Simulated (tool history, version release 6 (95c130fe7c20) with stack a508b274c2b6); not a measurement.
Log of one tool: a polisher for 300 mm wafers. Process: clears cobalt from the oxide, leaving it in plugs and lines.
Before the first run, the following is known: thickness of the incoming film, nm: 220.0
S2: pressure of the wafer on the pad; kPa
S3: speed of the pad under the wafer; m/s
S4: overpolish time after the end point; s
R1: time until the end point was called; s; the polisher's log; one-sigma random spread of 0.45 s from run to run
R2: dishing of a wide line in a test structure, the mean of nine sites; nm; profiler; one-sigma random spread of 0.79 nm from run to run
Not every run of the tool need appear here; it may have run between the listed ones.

Run 1, hour 0.0: flow of slurry (ml/min) 275, S2 8.3 kPa, S3 1.28 m/s, S4 28 s. Result: R1 65.100 s, R2 35.781 nm.
Run 2, hour 5.9: flow of slurry (ml/min) 275, S2 9.0 kPa, S3 1.28 m/s, S4 28 s. Result: R1 61.445 s, R2 37.611 nm.
Run 3, hour 6.9: flow of slurry (ml/min) 275, S2 9.7 kPa, S3 1.30 m/s, S4 27 s. Result: R1 56.324 s, R2 37.675 nm.
Run 4, hour 8.5: flow of slurry (ml/min) 275, S2 9.7 kPa, S3 1.30 m/s, S4 34 s. Result: R1 55.283 s, R2 41.080 nm.
Run 5, hour 14.1: flow of slurry (ml/min) 230, S2 9.7 kPa, S3 1.30 m/s, S4 34 s. Result: R1 55.701 s, R2 40.853 nm.
Run 6, hour 15.7: flow of slurry (ml/min) 230, S2 9.7 kPa, S3 1.06 m/s, S4 34 s. Result: R1 66.681 s, R2 37.159 nm.
Run 7, hour 19.7: flow of slurry (ml/min) 235, S2 11.7 kPa, S3 1.30 m/s, S4 31 s. Result: R1 48.245 s, R2 41.620 nm.

Run 8 has not been measured yet. What should we expect?
Run 8, hour 25.5: flow of slurry (ml/min) 235, S2 11.7 kPa, S3 1.34 m/s, S4 30 s. Result: R1 ?, R2 ?.

{"run 8": {"R1": 46.515, "R2": 41.786}}
